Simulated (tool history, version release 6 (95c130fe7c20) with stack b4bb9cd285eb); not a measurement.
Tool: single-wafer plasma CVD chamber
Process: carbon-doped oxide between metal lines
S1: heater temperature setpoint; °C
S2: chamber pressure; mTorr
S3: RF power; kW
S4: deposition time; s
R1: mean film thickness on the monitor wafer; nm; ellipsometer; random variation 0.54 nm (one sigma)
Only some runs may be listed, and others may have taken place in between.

run 1 day=0 | S1=345 S2=6860 S3=0.505 S4=23.1 | R1=122.46
run 2 day=0.283 | S1=345 S2=6860 S3=0.505 S4=21.9 | R1=116.68
run 3 day=0.596 | S1=344 S2=6900 S3=0.525 S4=22.1 | R1=121.07
run 4 day=0.646 | S1=344 S2=7430 S3=0.525 S4=22.1 | R1=122.24
run 5 day=0.975 | S1=343 S2=7490 S3=0.54 S4=22.2 | R1=124.86
run 6 day=1.196 | S1=343 S2=7520 S3=0.555 S4=22.3 | R1=127.41
run 7 day=1.358 | S1=342 S2=7560 S3=0.565 S4=22.4 | R1=130.53
run 8 day=1.429 | S1=341 S2=7600 S3=0.575 S4=22.4 | R1=131.58

Expected results for the next run?
run 9 day=1.529 | S1=341 S2=7630 S3=0.585 S4=22.5 | R1=?

Run 9 produced R1 133.52 nm.
